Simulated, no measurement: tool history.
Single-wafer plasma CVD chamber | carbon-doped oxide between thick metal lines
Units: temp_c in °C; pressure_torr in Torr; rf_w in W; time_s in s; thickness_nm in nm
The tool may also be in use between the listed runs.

{"run": 1, "day": 0.0, "temp_c": 355, "pressure_torr": 4.26, "rf_w": 425, "time_s": 129, "thickness_nm": 478.99}
{"run": 2, "day": 0.033, "temp_c": 352, "pressure_torr": 4.67, "rf_w": 435, "time_s": 129, "thickness_nm": 500.03}
{"run": 3, "day": 0.071, "temp_c": 352, "pressure_torr": 4.26, "rf_w": 435, "time_s": 129, "thickness_nm": 491.72}
{"run": 4, "day": 0.196, "temp_c": 352, "pressure_torr": 4.26, "rf_w": 435, "time_s": 133, "thickness_nm": 506.75}
{"run": 5, "day": 0.433, "temp_c": 350, "pressure_torr": 4.58, "rf_w": 440, "time_s": 133, "thickness_nm": 520.65}
{"run": 6, "day": 0.625, "temp_c": 350, "pressure_torr": 4.58, "rf_w": 495, "time_s": 133, "thickness_nm": 576.13}
{"run": 7, "day": 0.996, "temp_c": 352, "pressure_torr": 4.45, "rf_w": 495, "time_s": 133, "thickness_nm": 565.96}

Forecast run 8:
{"run": 8, "day": 1.358, "temp_c": 353, "pressure_torr": 4.4, "rf_w": 495, "time_s": 133, "thickness_nm": "?"}

Run 8 gave thickness_nm 564.69 nm.
